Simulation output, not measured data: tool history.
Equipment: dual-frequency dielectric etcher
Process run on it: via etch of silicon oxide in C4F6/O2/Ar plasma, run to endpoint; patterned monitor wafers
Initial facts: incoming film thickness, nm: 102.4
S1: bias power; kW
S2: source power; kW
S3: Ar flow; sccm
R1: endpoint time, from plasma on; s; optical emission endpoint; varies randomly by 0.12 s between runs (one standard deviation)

run  hour     S1    S2   S3      R1
  1     0  0.503  0.34  211  21.922
  2   1.9  0.448  0.32  216  23.533
  3     5  0.448  0.36  216  22.909
  4  13.5  0.448  0.36  232  22.952
  5  19.3  0.404  0.34  236  24.273
  6  25.2  0.373  0.33  239  25.352
  7  33.4  0.373  0.33  239  25.567

Predict the results of run 8:
  8  41.2  0.353  0.33  239   ?

R1: 26.034 s
